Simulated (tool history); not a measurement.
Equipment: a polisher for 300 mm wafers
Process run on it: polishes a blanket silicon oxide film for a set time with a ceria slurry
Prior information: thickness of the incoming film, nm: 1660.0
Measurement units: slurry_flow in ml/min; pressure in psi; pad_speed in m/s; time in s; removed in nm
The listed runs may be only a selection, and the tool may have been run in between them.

Run 1, hour 0.0: slurry_flow 295 ml/min, pressure 4.0 psi, pad_speed 1.06 m/s, time 116 s. Result: removed 789.28 nm.
Run 2, hour 7.9: slurry_flow 295 ml/min, pressure 4.0 psi, pad_speed 0.88 m/s, time 116 s. Result: removed 654.27 nm.
Run 3, hour 15.9: slurry_flow 295 ml/min, pressure 3.5 psi, pad_speed 0.88 m/s, time 116 s. Result: removed 608.15 nm.
Run 4, hour 22.7: slurry_flow 295 ml/min, pressure 4.2 psi, pad_speed 0.94 m/s, time 116 s. Result: removed 728.43 nm.
Run 5, hour 25.4: slurry_flow 295 ml/min, pressure 4.7 psi, pad_speed 0.98 m/s, time 116 s. Result: removed 817.07 nm.
Run 6, hour 30.7: slurry_flow 295 ml/min, pressure 4.7 psi, pad_speed 0.98 m/s, time 116 s. Result: removed 808.40 nm.
Run 7, hour 39.1: slurry_flow 295 ml/min, pressure 5.1 psi, pad_speed 1.04 m/s, time 116 s. Result: removed 911.91 nm.
Run 8, hour 42.7: slurry_flow 295 ml/min, pressure 5.4 psi, pad_speed 1.08 m/s, time 116 s. Result: removed 988.16 nm.
Run 9, hour 47.8: slurry_flow 295 ml/min, pressure 5.6 psi, pad_speed 1.12 m/s, time 116 s. Result: removed 1049.80 nm.
Run 10, hour 53.3: slurry_flow 295 ml/min, pressure 5.8 psi, pad_speed 1.14 m/s, time 116 s. Result: removed 1087.40 nm.
Run 11, hour 55.9: slurry_flow 295 ml/min, pressure 5.9 psi, pad_speed 1.16 m/s, time 116 s. Result: removed 1121.10 nm.
Run 12, hour 63.6: slurry_flow 295 ml/min, pressure 6.0 psi, pad_speed 1.18 m/s, time 116 s. Result: removed 1155.60 nm.

Expected results for the next run?
Run 13, hour 71.9: slurry_flow 295 ml/min, pressure 6.1 psi, pad_speed 1.20 m/s, time 116 s. Result: removed ?.

{"run 13": {"removed": 1200.1}}
